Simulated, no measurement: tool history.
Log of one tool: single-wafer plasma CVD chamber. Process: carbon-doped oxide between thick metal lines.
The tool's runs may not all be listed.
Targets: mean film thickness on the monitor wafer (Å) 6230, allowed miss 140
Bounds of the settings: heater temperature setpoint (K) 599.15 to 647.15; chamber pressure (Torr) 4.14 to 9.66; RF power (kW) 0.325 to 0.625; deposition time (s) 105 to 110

run,hour,heater temperature setpoint (K),chamber pressure (Torr),RF power (kW),deposition time (s),mean film thickness on the monitor wafer (Å)
1,0,623.15,6.9,0.475,110,5608
2,0.6,623.15,6.9,0.52,110,5945.2
3,6.4,622.15,7,0.525,110,5999.1
4,13.9,626.15,7,0.525,110,5983.5
5,14.6,626.15,7,0.525,105,5697.4
6,20,626.15,7,0.525,105,5666.1
7,28.2,626.15,7,0.525,105,5672.2
8,30.4,623.15,7.15,0.535,105,5754
9,37.6,623.15,7.15,0.55,105,5921.2
10,43.6,622.15,7.18,0.56,105,5977.9
11,48.1,622.15,7.19,0.57,105,6058.2

5 next moves are on the table. One of them brings every result within its allowed miss. Which?
A,52.6,638.15,7.07,0.57,105,?
B,52.6,612.15,7.81,0.585,109,?
C,52.6,617.15,6.89,0.575,106,?
D,52.6,626.15,6.91,0.555,105,?
E,52.6,621.15,6.71,0.54,106,?

move,mean film thickness on the monitor wafer (Å)
A,5826.5
B,6566
C,6187
D,5863.4
E,5867.7
A: further off than the last run
B: takes the result that was furthest off past its target
C: meets every target
D: further off than the last run
E: further off than the last run
The right move is C.
